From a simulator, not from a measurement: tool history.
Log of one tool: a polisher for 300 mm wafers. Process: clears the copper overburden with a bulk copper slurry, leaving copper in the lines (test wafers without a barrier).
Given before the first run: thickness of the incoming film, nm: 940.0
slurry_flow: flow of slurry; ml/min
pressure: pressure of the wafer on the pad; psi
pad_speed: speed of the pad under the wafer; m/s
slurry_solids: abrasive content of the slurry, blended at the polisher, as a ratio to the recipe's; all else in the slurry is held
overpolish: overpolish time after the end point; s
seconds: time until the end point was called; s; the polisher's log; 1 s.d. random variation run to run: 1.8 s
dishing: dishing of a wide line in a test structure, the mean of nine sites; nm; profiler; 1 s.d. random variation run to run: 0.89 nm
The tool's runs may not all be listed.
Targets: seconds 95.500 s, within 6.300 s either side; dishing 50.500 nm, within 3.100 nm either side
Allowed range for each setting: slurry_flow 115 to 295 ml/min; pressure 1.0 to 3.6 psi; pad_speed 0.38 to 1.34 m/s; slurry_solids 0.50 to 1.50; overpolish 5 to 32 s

run    day  slurry_flow  pressure  pad_speed  slurry_solids  overpolish  seconds  dishing
  1  0.000          190       2.3       0.86           1.00          16  157.210   48.655
  2  0.167          190       2.5       0.86           1.00          15  150.800   48.223
  3  0.208          190       2.5       0.86           0.85          15  157.770   47.923
  4  0.454          150       2.5       0.86           0.85          15  166.050   45.665
  5  0.550          150       2.5       0.86           0.75          15  176.060   44.562
  6  0.750          155       2.7       0.88           0.75          14  156.060   45.317
     0.979  -- slurry blender recalibrated
  7  0.979          160       2.8       0.90           0.75          13  136.830   47.137
  8  1.158          165       2.9       0.90           0.75          12  126.620   47.846
  9  1.354          175       2.9       0.90           0.75          12  130.250   45.629
 10  1.604          175       3.0       0.90           0.75          12  126.070   47.170
 11  1.625          175       3.1       0.90           0.75          12  128.110   48.787

Exercise: of the 4 proposed moves below, exactly one satisfies all targets within the stated allowed misses. Which move is it?
  A  1.646          190       3.1       0.68           0.95          15        ?        ?
  B  1.646          215       3.0       1.12           0.80          10        ?        ?
  C  1.646          140       3.3       0.72           0.60          18        ?        ?
  D  1.646          165       2.7       0.78           0.65          16        ?        ?

move  seconds  dishing
   A  149.030   51.433
   B   98.292   51.689
   C  166.930   54.015
   D  171.640   48.436
A: the biggest miss grows against the last run
B: in spec on every target
C: the biggest miss grows against the last run
D: the biggest miss grows against the last run
B meets every target.
